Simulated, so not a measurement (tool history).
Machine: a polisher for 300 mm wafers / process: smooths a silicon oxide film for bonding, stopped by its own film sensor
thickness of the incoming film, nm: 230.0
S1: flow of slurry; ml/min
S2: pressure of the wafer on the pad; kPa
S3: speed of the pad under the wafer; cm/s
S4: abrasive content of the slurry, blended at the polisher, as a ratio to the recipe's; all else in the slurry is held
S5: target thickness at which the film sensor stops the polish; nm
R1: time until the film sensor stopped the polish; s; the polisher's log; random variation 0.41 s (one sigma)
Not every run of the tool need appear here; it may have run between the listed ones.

run	hour	S1	S2	S3	S4	S5	R1
1	0.0	295	13.8	92	1.0	211	33.792
2	4.7	295	13.1	92	1.0	211	35.597
3	8.1	295	13.1	92	1.2	211	32.899
4	10.3	295	12.4	92	1.2	211	34.236
5	12.5	295	12.4	110	1.2	211	30.288
6	18.4	295	11.0	110	1.2	211	33.571
7	26.2	295	10.3	110	1.2	211	34.626

What will run 8 give?
8	28.1	295	9.7	110	1.2	211	?

R1: 37.180 s
